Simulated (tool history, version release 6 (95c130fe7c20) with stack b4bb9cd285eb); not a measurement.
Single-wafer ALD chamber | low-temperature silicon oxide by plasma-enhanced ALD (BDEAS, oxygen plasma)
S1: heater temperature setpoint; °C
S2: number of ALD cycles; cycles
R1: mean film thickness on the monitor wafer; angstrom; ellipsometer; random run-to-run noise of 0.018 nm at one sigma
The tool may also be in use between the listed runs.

| run | hour | S1 | S2 | R1 |
|---|---|---|---|---|
| 1 | 0.0 | 105 | 36 | 49.823 |
| 2 | 5.9 | 106 | 34 | 46.992 |
| 3 | 11.5 | 106 | 29 | 40.242 |
| 4 | 17.3 | 106 | 25 | 34.633 |
| 5 | 20.5 | 105 | 27 | 37.372 |
| 6 | 27.8 | 105 | 30 | 41.568 |
| 7 | 34.4 | 103 | 30 | 41.686 |

Run 8 is up next; what results do you expect?
| 8 | 36.6 | 103 | 30 | ? |

Run 8 gave R1 41.939 angstrom.

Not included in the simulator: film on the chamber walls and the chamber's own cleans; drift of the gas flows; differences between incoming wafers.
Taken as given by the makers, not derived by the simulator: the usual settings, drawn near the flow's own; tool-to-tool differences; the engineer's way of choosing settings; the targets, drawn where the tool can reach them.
